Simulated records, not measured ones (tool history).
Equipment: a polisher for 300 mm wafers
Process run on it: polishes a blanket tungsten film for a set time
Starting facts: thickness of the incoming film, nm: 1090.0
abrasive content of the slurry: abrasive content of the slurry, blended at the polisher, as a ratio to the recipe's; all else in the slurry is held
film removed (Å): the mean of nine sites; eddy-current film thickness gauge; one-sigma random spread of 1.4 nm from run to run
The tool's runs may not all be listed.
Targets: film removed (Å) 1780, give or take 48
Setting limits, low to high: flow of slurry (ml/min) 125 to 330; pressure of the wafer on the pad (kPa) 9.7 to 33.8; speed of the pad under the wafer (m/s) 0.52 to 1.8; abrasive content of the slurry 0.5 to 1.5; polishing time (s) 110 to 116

run    day  flow of slurry (ml/min)  pressure of the wafer on the pad (kPa)  speed of the pad under the wafer (m/s)  abrasive content of the slurry  polishing time (s)  film removed (Å)
  1      0                      210                                    21.4                                    1.16                               1                 110            4805.8
  2  0.038                      205                                    19.3                                    1.06                               1                 110            4134.7
  3  0.225                      205                                    19.3                                    1.34                               1                 110            4866.2
  4  0.558                      200                                    17.2                                    1.18                               1                 110            4044.8
  5  0.917                      195                                    15.9                                    1.04                            0.95                 110            3410.2
  6  1.138                      190                                    14.5                                    0.94                            0.95                 110            2919.6
  7  1.479                      185                                    13.8                                    0.88                            0.95                 110              2704
  8  1.771                      185                                    13.8                                    0.88                            0.95                 110            2696.4
  9  2.117                      180                                    13.1                                    0.82                            0.95                 110            2456.5
 10  2.396                      180                                    13.1                                    0.82                            0.95                 110            2471.2
 11  2.512                      175                                    12.4                                    0.78                            0.95                 110            2298.7
 12  2.579                      160                                     9.7                                    0.62                            0.95                 110              1662
 13  2.679                      160                                     9.7                                    0.62                            0.95                 110            1627.5

Which single option among these 4 for the next run brings every result within its allowed miss of target? Just one does.
  A  2.779                      195                                    11.7                                    0.56                            0.85                 112                 ?
  B  2.779                      190                                      11                                     0.6                             0.9                 115                 ?
  C  2.779                      160                                     9.7                                    0.74                            0.95                 113                 ?
  D  2.779                      170                                      11                                     0.6                            1.05                 112                 ?

move  film removed (Å)
   A            1776.1
   B            1841.7
   C            1864.5
   D            1855.5
A: meets every target
B: moves the result that the last run missed by most past its target, out the other side
C: moves the result that the last run missed by most past its target, out the other side
D: moves the result that the last run missed by most past its target, out the other side
So the answer is move A, the one that meets all the targets.
